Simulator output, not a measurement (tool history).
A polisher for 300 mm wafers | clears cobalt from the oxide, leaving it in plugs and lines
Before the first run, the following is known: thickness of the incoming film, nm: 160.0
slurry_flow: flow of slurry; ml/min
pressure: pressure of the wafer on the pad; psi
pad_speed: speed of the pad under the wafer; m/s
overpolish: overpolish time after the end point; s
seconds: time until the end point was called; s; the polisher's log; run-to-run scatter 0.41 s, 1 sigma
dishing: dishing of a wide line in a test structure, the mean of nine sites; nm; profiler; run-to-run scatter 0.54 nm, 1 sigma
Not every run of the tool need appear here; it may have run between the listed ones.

| run | day | slurry_flow | pressure | pad_speed | overpolish | seconds | dishing |
|---|---|---|---|---|---|---|---|
| 1 | 0.000 | 305 | 2.0 | 1.16 | 17 | 36.390 | 56.592 |
| 2 | 0.104 | 305 | 2.2 | 1.16 | 15 | 32.645 | 54.396 |
| 3 | 0.333 | 305 | 2.3 | 1.16 | 14 | 32.880 | 53.663 |
| 4 | 0.708 | 305 | 2.4 | 1.20 | 13 | 30.007 | 53.586 |
| 5 | 1.054 | 305 | 2.4 | 1.48 | 13 | 23.425 | 61.530 |
| 6 | 1.158 | 305 | 2.4 | 1.48 | 12 | 24.956 | 59.364 |
| 7 | 1.412 | 305 | 2.5 | 1.48 | 11 | 23.934 | 56.082 |

Run 8, settings as shown, results not yet in. Your forecast:
| 8 | 1.788 | 305 | 2.6 | 1.48 | 11 | ? | ? |

seconds: 22.792 s
dishing: 58.619 nm

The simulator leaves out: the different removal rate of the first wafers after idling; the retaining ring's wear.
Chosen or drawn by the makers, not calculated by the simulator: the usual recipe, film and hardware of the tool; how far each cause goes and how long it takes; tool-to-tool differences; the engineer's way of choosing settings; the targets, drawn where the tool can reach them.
